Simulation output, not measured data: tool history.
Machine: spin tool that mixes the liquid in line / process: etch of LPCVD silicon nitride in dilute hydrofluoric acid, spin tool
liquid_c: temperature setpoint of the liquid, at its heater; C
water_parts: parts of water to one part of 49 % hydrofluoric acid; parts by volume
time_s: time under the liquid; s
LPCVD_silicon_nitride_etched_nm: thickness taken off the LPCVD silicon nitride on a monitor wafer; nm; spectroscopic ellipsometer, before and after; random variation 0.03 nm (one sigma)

run  hour  liquid_c  water_parts  time_s  LPCVD_silicon_nitride_etched_nm
  1     0        26           50      75                          0.92079
  2   7.8        26           50      55                          0.68931
  3  13.2        28           45      55                          0.87226
  4  16.2      29.5           40      60                           1.1651
  5  16.8      29.5           50      60                          0.95555
  6  19.6        32           50      60                           1.1182
  7  22.6      32.5           45      60                            1.286
  8  28.2        33           40      60                            1.447

Predict the results of run 9:
  9  33.3        33           35      60                                ?

LPCVD_silicon_nitride_etched_nm: 1.6508 nm
